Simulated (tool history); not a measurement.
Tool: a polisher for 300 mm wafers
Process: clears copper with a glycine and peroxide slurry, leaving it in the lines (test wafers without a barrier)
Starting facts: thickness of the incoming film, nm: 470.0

run,hour,flow of slurry (ml/min),pressure of the wafer on the pad (kPa),speed of the pad under the wafer (cm/s),overpolish time after the end point (s),time until the end point was called (s),dishing of a wide line in a test structure (angstrom)
1,0,125,15.9,104,17,109.15,454.21
2,6.7,115,15.9,104,17,111.35,448
3,15.2,115,14.5,102,17,120.05,401.23
4,21.4,130,14.5,102,17,115.54,442.83
5,27.4,130,13.1,102,17,122.86,397.57
6,31.9,125,12.4,100,18,131.93,406.14

Estimate the outcome of run 7 from the log above:
7,33.2,120,11.7,100,18,?,?

time until the end point was called (s): 139.93
dishing of a wide line in a test structure (angstrom): 398.64

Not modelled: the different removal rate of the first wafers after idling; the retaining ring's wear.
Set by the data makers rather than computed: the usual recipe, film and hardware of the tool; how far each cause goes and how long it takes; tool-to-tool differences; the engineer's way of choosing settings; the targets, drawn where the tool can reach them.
